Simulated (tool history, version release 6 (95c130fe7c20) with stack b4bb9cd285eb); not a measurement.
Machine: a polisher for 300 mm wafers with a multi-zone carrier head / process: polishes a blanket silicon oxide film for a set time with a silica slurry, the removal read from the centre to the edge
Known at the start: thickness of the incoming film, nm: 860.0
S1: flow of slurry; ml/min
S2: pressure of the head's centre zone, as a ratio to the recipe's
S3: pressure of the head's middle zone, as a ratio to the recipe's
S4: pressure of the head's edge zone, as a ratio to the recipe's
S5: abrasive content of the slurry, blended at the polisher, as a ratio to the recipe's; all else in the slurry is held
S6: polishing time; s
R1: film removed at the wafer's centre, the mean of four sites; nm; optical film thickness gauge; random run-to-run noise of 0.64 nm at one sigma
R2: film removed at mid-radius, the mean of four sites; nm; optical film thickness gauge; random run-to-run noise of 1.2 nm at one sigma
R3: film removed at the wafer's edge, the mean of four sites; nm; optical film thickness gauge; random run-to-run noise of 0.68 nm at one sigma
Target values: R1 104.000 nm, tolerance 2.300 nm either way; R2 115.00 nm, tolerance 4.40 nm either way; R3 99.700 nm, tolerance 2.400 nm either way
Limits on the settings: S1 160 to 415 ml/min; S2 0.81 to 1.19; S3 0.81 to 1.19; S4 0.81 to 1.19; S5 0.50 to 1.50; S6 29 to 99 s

Run 1, day 0.000: S1 265 ml/min, S2 1.00, S3 1.00, S4 1.00, S5 1.00, S6 64 s. Result: R1 173.310 nm, R2 169.21 nm, R3 171.970 nm.
Run 2, day 0.200: S1 265 ml/min, S2 1.00, S3 1.00, S4 1.00, S5 1.00, S6 50 s. Result: R1 134.540 nm, R2 133.30 nm, R3 134.990 nm.
Run 3, day 0.412: S1 265 ml/min, S2 1.00, S3 1.00, S4 1.00, S5 0.90, S6 50 s. Result: R1 128.170 nm, R2 128.87 nm, R3 128.720 nm.
Run 4, day 0.650: S1 265 ml/min, S2 1.00, S3 1.00, S4 1.00, S5 0.90, S6 64 s. Result: R1 167.100 nm, R2 163.03 nm, R3 166.590 nm.
Run 5, day 0.775: S1 265 ml/min, S2 1.05, S3 1.00, S4 1.00, S5 0.90, S6 64 s. Result: R1 175.060 nm, R2 161.64 nm, R3 165.400 nm.
Run 6, day 1.121: S1 265 ml/min, S2 1.03, S3 1.01, S4 0.97, S5 0.80, S6 61 s. Result: R1 156.330 nm, R2 151.87 nm, R3 146.500 nm.
Run 7, day 1.283: S1 260 ml/min, S2 1.01, S3 1.00, S4 0.94, S5 0.75, S6 59 s. Result: R1 142.660 nm, R2 142.36 nm, R3 138.980 nm.
Run 8, day 1.421: S1 270 ml/min, S2 1.01, S3 1.01, S4 0.93, S5 0.70, S6 57 s. Result: R1 135.110 nm, R2 131.59 nm, R3 129.710 nm.
Run 9, day 1.625: S1 270 ml/min, S2 1.00, S3 1.04, S4 0.92, S5 0.65, S6 56 s. Result: R1 127.950 nm, R2 129.50 nm, R3 121.260 nm.
Run 10, day 1.688: S1 280 ml/min, S2 0.99, S3 1.05, S4 0.91, S5 0.60, S6 55 s. Result: R1 121.580 nm, R2 125.53 nm, R3 117.200 nm.
Run 11, day 1.762: S1 210 ml/min, S2 0.96, S3 1.10, S4 0.81, S5 0.50, S6 51 s. Result: R1 97.777 nm, R2 108.79 nm, R3 91.747 nm.
Run 12, day 1.912: S1 225 ml/min, S2 0.96, S3 1.10, S4 0.82, S5 0.50, S6 51 s. Result: R1 98.823 nm, R2 109.43 nm, R3 93.866 nm.
Run 13, day 2.021: S1 240 ml/min, S2 0.96, S3 1.10, S4 0.83, S5 0.50, S6 51 s. Result: R1 100.020 nm, R2 111.38 nm, R3 94.710 nm.

Of the 5 settings listed for the next run, only one would bring every result within its allowed miss of target. Which one?
Run A, day 2.129: S1 215 ml/min, S2 0.99, S3 1.08, S4 0.81, S5 0.65, S6 49 s. Result: R1 ?, R2 ?, R3 ?.
Run B, day 2.129: S1 310 ml/min, S2 0.93, S3 1.15, S4 0.87, S5 0.60, S6 50 s. Result: R1 ?, R2 ?, R3 ?.
Run C, day 2.129: S1 260 ml/min, S2 0.95, S3 1.09, S4 0.82, S5 0.65, S6 48 s. Result: R1 ?, R2 ?, R3 ?.
Run D, day 2.129: S1 240 ml/min, S2 1.02, S3 1.12, S4 0.81, S5 0.50, S6 49 s. Result: R1 ?, R2 ?, R3 ?.
Run E, day 2.129: S1 220 ml/min, S2 0.95, S3 1.16, S4 0.81, S5 0.55, S6 56 s. Result: R1 ?, R2 ?, R3 ?.

move       R1      R2       R3
   A  107.800  114.77   99.615
   B  104.840  123.96  104.810
   C  104.040  115.97   99.887
   D  101.460  107.47   90.447
   E  110.860  129.66  106.520
A: meets the target for the result that was furthest off, but another lies outside its allowed miss
B: carries the result that was furthest off beyond its target, to the other side
C: all results land within tolerance of their targets
D: lands further from the targets than the last run did
E: carries the result that was furthest off beyond its target, to the other side
Move C is the one to make.
